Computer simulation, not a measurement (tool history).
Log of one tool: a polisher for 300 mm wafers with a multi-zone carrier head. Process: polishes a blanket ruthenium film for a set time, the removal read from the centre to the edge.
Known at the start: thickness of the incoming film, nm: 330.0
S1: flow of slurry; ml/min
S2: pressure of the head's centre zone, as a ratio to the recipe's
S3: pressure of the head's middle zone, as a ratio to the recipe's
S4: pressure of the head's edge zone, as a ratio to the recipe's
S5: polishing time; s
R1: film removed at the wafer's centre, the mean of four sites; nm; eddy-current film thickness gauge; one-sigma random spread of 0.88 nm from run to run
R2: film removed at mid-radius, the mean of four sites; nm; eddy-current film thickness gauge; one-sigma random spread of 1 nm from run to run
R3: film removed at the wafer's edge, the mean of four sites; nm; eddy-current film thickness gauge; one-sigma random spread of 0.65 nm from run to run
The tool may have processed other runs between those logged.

run,hour,S1,S2,S3,S4,S5,R1,R2,R3
1,0.0,320,1.00,1.00,1.00,71,102.18,107.300,106.840
2,4.8,320,1.00,1.03,1.00,71,104.09,108.980,106.340
3,7.5,320,1.00,0.99,1.00,71,102.07,104.270,105.850
4,14.8,315,1.02,0.93,0.97,70,102.00,99.049,103.100
5,20.6,305,1.04,0.89,0.97,68,101.91,93.368,100.370
# hour 25.7: centre zone pressure recalibrated
6,25.7,300,1.05,0.86,0.97,67,107.07,88.257,98.259
7,34.5,295,1.03,0.84,0.97,67,103.61,86.009,98.521

Run 8 comes next. What will it give?
8,43.2,290,1.02,0.83,0.96,67,?,?,?

For run 8 the tool returned R1 102.12 nm, R2 86.436 nm, R3 97.835 nm.

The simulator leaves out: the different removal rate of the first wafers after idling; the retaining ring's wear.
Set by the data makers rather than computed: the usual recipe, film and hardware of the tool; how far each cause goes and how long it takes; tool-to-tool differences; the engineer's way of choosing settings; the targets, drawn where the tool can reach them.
